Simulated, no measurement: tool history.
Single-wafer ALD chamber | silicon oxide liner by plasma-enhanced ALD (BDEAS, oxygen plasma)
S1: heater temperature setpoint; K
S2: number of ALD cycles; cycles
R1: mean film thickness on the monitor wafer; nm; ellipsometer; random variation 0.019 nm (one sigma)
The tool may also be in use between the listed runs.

Run 1, hour 0: S1 588.15 K, S2 72 cycles. Result: R1 7.0786 nm.
Run 2, hour 6: S1 589.15 K, S2 68 cycles. Result: R1 6.6734 nm.
Run 3, hour 8.7: S1 599.15 K, S2 68 cycles. Result: R1 6.5969 nm.
Run 4, hour 14.5: S1 600.15 K, S2 65 cycles. Result: R1 6.3019 nm.
Run 5, hour 22.9: S1 600.15 K, S2 71 cycles. Result: R1 6.8329 nm.
Run 6, hour 26.7: S1 601.15 K, S2 67 cycles. Result: R1 6.4319 nm.
Run 7, hour 31.7: S1 602.15 K, S2 64 cycles. Result: R1 6.1887 nm.
Run 8, hour 35.9: S1 603.15 K, S2 62 cycles. Result: R1 5.9685 nm.
Run 9, hour 40.9: S1 604.15 K, S2 60 cycles. Result: R1 5.7294 nm.
Run 10, hour 45.3: S1 605.15 K, S2 59 cycles. Result: R1 5.6568 nm.
Run 11, hour 53.6: S1 605.15 K, S2 59 cycles. Result: R1 5.6562 nm.
Run 12, hour 60.8: S1 606.15 K, S2 58 cycles. Result: R1 5.5507 nm.
Run 13, hour 68.3: S1 609.15 K, S2 53 cycles. Result: R1 5.0323 nm.
Run 14, hour 71.5: S1 607.15 K, S2 53 cycles. Result: R1 5.0751 nm.

Run 15 comes next. What will it give?
Run 15, hour 80.2: S1 606.15 K, S2 53 cycles. Result: R1 ?.

Run 15 gave R1 5.0974 nm.
